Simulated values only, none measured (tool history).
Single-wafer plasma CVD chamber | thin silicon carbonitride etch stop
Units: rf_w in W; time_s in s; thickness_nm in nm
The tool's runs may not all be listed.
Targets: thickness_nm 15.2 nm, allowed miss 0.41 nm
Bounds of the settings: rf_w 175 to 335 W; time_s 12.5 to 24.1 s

run	hour	rf_w	time_s	thickness_nm
1	0	255	18.3	12.861
2	3.9	285	18.3	13.505
3	6.1	285	16.8	12.397
4	11.7	295	17.7	13.269
5	12.5	305	18.2	13.812
6	17.2	310	18.6	14.243
7	25.4	315	18.8	14.405
8	30.9	320	19	14.697

5 next moves are on the table. One of them brings every result within its allowed miss. Which?
A	36.4	315	18.5	?
B	36.4	315	18.4	?
C	36.4	325	19.5	?
D	36.4	305	18.7	?
E	36.4	320	21.4	?

move	thickness_nm
A	14.205
B	14.128
C	15.165
D	14.168
E	16.538
A: further off than the last run
B: further off than the last run
C: meets every target
D: further off than the last run
E: takes the result that was furthest off past its target
The right move is C.
